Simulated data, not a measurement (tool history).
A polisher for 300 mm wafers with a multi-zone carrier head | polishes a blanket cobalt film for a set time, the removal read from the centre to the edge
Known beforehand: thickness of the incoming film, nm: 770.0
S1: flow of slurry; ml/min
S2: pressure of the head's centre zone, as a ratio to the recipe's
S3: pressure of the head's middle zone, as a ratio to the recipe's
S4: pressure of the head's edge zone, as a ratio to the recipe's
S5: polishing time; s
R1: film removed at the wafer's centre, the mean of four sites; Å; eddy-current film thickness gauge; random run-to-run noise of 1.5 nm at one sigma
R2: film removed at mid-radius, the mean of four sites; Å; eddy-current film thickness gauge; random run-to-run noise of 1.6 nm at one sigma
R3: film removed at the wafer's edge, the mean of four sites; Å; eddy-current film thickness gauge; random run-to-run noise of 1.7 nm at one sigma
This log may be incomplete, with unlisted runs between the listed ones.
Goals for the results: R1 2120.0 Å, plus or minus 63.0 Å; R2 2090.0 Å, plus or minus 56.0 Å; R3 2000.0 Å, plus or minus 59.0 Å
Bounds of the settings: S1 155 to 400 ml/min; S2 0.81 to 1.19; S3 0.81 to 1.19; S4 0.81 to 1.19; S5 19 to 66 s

| run | hour | S1 | S2 | S3 | S4 | S5 | R1 | R2 | R3 |
|---|---|---|---|---|---|---|---|---|---|
| 1 | 0.0 | 255 | 1.00 | 1.00 | 1.00 | 42 | 3222.7 | 3403.7 | 3265.3 |
| 2 | 0.7 | 250 | 1.00 | 0.97 | 0.95 | 37 | 2864.2 | 2933.9 | 2811.2 |
| 3 | 5.9 | 195 | 1.00 | 0.97 | 0.95 | 37 | 2790.4 | 2822.1 | 2701.8 |
| 4 | 9.7 | 195 | 1.06 | 0.97 | 0.95 | 37 | 2938.8 | 2796.2 | 2708.8 |
| 5 | 12.3 | 170 | 1.06 | 0.97 | 0.95 | 37 | 2851.8 | 2780.4 | 2680.9 |
| 6 | 19.4 | 170 | 0.99 | 0.97 | 0.95 | 37 | 2643.4 | 2745.2 | 2669.0 |
| 7 | 24.9 | 170 | 0.99 | 0.97 | 0.95 | 37 | 2662.0 | 2734.2 | 2706.5 |
| 8 | 26.4 | 185 | 0.98 | 0.95 | 0.92 | 34 | 2461.8 | 2505.4 | 2445.1 |
| 9 | 34.3 | 195 | 0.97 | 0.94 | 0.89 | 32 | 2309.3 | 2390.0 | 2296.0 |
| 10 | 40.2 | 195 | 0.98 | 0.93 | 0.87 | 31 | 2290.9 | 2283.0 | 2147.1 |
| 11 | 41.3 | 185 | 0.97 | 0.91 | 0.85 | 31 | 2236.2 | 2203.6 | 2136.7 |
| 12 | 42.8 | 180 | 0.97 | 0.91 | 0.84 | 31 | 2210.1 | 2186.1 | 2129.8 |

Which single option among these 4 for the next run brings every result within its allowed miss of target? Just one does.
| A | 44.3 | 160 | 0.93 | 0.88 | 0.85 | 32 | ? | ? | ? |
| B | 44.3 | 155 | 0.94 | 1.00 | 0.90 | 32 | ? | ? | ? |
| C | 44.3 | 155 | 0.94 | 0.86 | 0.89 | 33 | ? | ? | ? |
| D | 44.3 | 275 | 0.96 | 0.90 | 0.82 | 28 | ? | ? | ? |

| move | R1 | R2 | R3 |
|---|---|---|---|
| A | 2121.5 | 2155.6 | 2180.0 |
| B | 2129.8 | 2381.9 | 2222.7 |
| C | 2194.2 | 2166.0 | 2284.7 |
| D | 2107.3 | 2091.6 | 1998.5 |
A: the biggest miss grows against the last run
B: the biggest miss grows against the last run
C: the biggest miss grows against the last run
D: all results in spec
Move D is the one to make.

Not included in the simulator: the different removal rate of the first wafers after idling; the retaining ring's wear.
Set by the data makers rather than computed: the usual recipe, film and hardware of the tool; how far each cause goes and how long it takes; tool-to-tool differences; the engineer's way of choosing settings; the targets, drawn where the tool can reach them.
